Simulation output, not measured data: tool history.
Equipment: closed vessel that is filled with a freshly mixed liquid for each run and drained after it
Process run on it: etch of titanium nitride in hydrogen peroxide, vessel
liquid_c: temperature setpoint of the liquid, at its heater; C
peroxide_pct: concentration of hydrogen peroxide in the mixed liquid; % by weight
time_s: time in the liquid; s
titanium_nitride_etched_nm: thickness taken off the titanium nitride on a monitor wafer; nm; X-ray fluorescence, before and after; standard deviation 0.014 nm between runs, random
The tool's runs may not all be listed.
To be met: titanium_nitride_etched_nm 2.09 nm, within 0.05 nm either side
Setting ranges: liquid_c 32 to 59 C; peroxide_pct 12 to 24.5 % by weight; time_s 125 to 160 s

run 1 hour=0 | liquid_c=43 peroxide_pct=16.5 time_s=160 | titanium_nitride_etched_nm=2.3783
run 2 hour=5.6 | liquid_c=43 peroxide_pct=18 time_s=160 | titanium_nitride_etched_nm=2.4103
run 3 hour=7.3 | liquid_c=43 peroxide_pct=19.5 time_s=160 | titanium_nitride_etched_nm=2.4785
run 4 hour=11.6 | liquid_c=38 peroxide_pct=19.5 time_s=160 | titanium_nitride_etched_nm=1.6798
run 5 hour=20.8 | liquid_c=39 peroxide_pct=19.5 time_s=160 | titanium_nitride_etched_nm=1.8224
run 6 hour=25.5 | liquid_c=44.5 peroxide_pct=19.5 time_s=160 | titanium_nitride_etched_nm=2.7621
run 7 hour=27.2 | liquid_c=43.5 peroxide_pct=19.5 time_s=160 | titanium_nitride_etched_nm=2.578
run 8 hour=33.9 | liquid_c=42.5 peroxide_pct=19.5 time_s=160 | titanium_nitride_etched_nm=2.3691

Consider the 4 candidate settings below. Which is the only one whose results all fall within their allowed miss of target?
run A hour=40.6 | liquid_c=43.5 peroxide_pct=20 time_s=125 | titanium_nitride_etched_nm=?
run B hour=40.6 | liquid_c=41 peroxide_pct=18 time_s=160 | titanium_nitride_etched_nm=?
run C hour=40.6 | liquid_c=43.5 peroxide_pct=17 time_s=125 | titanium_nitride_etched_nm=?
run D hour=40.6 | liquid_c=42.5 peroxide_pct=20.5 time_s=130 | titanium_nitride_etched_nm=?

move=A titanium_nitride_etched_nm=2.0238
move=B titanium_nitride_etched_nm=2.0954
move=C titanium_nitride_etched_nm=1.9549
move=D titanium_nitride_etched_nm=1.9621
A: moves the result that the last run missed by most past its target, out the other side
B: every result within its allowed miss
C: moves the result that the last run missed by most past its target, out the other side
D: moves the result that the last run missed by most past its target, out the other side
Move B is the one to make.
